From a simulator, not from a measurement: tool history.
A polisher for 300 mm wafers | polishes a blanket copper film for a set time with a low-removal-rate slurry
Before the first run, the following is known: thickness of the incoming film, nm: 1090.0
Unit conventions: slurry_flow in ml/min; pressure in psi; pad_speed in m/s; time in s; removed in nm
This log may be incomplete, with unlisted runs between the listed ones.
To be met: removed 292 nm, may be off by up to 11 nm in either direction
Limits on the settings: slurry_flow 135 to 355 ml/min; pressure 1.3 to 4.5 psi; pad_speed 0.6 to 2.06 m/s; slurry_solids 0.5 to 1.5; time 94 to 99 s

| run | hour | slurry_flow | pressure | pad_speed | slurry_solids | time | removed |
|---|---|---|---|---|---|---|---|
| 1 | 0 | 225 | 2.9 | 1.32 | 1 | 94 | 365.2 |
| 2 | 3.7 | 225 | 2.8 | 1.32 | 1 | 94 | 367.14 |
| 3 | 10 | 225 | 2.8 | 1.32 | 1 | 99 | 373.59 |
| 4 | 16.8 | 225 | 2.7 | 1.32 | 1 | 99 | 364.11 |
| 5 | 24.3 | 280 | 2.7 | 1.32 | 1 | 99 | 380.28 |
| 6 | 28.2 | 275 | 2.6 | 1.32 | 1 | 99 | 355.65 |
| 7 | 31.1 | 275 | 2.5 | 1.32 | 1 | 99 | 348.67 |
| 8 | 32.5 | 270 | 1.9 | 1.3 | 1 | 99 | 264.74 |
| 9 | 38.1 | 275 | 2 | 1.3 | 1 | 99 | 275.31 |

Which single option among these 4 for the next run brings every result within its allowed miss of target? Just one does.
| A | 43.7 | 245 | 2.6 | 1.18 | 0.85 | 94 | ? |
| B | 43.7 | 265 | 1.8 | 1.4 | 1.05 | 99 | ? |
| C | 43.7 | 335 | 2 | 1.22 | 0.9 | 97 | ? |
| D | 43.7 | 285 | 1.8 | 1.34 | 1.1 | 95 | ? |

| move | removed |
|---|---|
| A | 288.15 |
| B | 266.23 |
| C | 249.56 |
| D | 251.55 |
A: all results land within tolerance of their targets
B: moves away from the targets compared with the last run
C: moves away from the targets compared with the last run
D: moves away from the targets compared with the last run
The right move is A.
